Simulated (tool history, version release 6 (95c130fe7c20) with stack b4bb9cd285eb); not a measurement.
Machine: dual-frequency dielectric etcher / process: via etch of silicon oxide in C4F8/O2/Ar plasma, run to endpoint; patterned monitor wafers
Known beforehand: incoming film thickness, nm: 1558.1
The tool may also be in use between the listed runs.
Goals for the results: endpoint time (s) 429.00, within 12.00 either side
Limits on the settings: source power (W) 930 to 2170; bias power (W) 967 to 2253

run  hour  source power (W)  bias power (W)  endpoint time (s)
  1   0.0              1550            1610             367.17
  2   6.2              1550            1459             376.92
  3   7.5              1370            1459             396.02
  4  11.6              1330            1445             406.14
  5  18.7              1440            1445             389.79
  6  26.2              1720            1445             361.05
  7  31.0              1640            1417             371.73
  8  38.9              1580            1394             378.06
  9  40.6              1520            1374             387.32
 10  47.7              1480            1358             393.34
     52.9  -- wet clean of the chamber
 11  52.9              1480            1358             404.23
 12  58.7              1460            1353             402.26
 13  66.9              1430            1347             405.21
 14  75.0              1410            1341             409.00
 15  77.1              1390            1336             415.52
 16  81.2              1380            1334             415.64
 17  90.1              1370            1331             415.99

Exercise: of the 5 proposed moves below, exactly one satisfies all targets within the stated allowed misses. Which move is it?
  A  99.0              1530            1325                  ?
  B  99.0              1250            1444                  ?
  C  99.0              1340            1695                  ?
  D  99.0              1430            1312                  ?
  E  99.0              1500            1294                  ?

move  endpoint time (s)
   A             400.59
   B             429.21
   C             399.62
   D             413.73
   E             406.37
A: lands further from the targets than the last run did
B: all results land within tolerance of their targets
C: lands further from the targets than the last run did
D: lands further from the targets than the last run did
E: lands further from the targets than the last run did
So the answer is move B, the one that meets all the targets.
